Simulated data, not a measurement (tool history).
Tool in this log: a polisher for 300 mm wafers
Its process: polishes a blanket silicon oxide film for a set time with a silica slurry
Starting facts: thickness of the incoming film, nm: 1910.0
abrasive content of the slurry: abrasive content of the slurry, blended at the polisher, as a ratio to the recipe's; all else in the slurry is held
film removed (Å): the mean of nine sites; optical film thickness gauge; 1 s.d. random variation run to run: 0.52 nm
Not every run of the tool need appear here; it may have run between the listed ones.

run,hour,flow of slurry (ml/min),pressure of the wafer on the pad (psi),speed of the pad under the wafer (cm/s),abrasive content of the slurry,polishing time (s),film removed (Å)
1,0.0,275,3.2,142,1.0,56,1807.60
2,6.7,275,3.2,168,1.0,56,2070.60
3,8.0,275,3.2,168,1.0,50,1835.20
4,13.3,275,3.2,168,1.0,50,1853.30
5,14.1,270,2.8,154,1.0,50,1515.10
6,18.1,270,2.8,154,0.9,50,1432.50
7,24.8,265,2.5,148,0.9,50,1235.80
8,30.6,260,2.2,144,0.9,50,1082.10
9,32.1,255,2.0,142,0.9,50,971.77
10,35.6,245,1.9,142,0.9,50,931.52
11,41.7,235,1.8,142,0.9,50,883.75

Run 12 has not been measured yet. What should we expect?
12,47.6,225,1.7,142,0.9,50,?

Logged for run 12: film removed (Å) 837.39.

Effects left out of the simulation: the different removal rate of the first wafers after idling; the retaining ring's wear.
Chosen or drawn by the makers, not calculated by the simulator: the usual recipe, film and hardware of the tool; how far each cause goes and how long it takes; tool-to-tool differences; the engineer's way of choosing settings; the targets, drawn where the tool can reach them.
